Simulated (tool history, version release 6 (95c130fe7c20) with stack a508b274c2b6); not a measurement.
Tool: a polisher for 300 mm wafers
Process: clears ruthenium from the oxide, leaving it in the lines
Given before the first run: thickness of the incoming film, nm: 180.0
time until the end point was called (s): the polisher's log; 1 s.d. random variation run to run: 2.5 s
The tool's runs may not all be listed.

run,hour,flow of slurry (ml/min),pressure of the wafer on the pad (psi),speed of the pad under the wafer (m/s),overpolish time after the end point (s),time until the end point was called (s)
1,0,175,2.1,1.18,8,120.33
2,5.6,175,2.5,1.18,8,102.03
3,10.7,175,2.3,1.16,8,113.36
4,13.3,175,2.3,1.42,8,94.309
5,17.7,175,1.8,1.42,8,117.84
6,21,175,1.7,1.4,8,121.85

Estimate the outcome of run 7 from the log above:
7,26,175,1.6,1.38,8,?

{"run 7": {"time until the end point was called (s)": 134.09}}

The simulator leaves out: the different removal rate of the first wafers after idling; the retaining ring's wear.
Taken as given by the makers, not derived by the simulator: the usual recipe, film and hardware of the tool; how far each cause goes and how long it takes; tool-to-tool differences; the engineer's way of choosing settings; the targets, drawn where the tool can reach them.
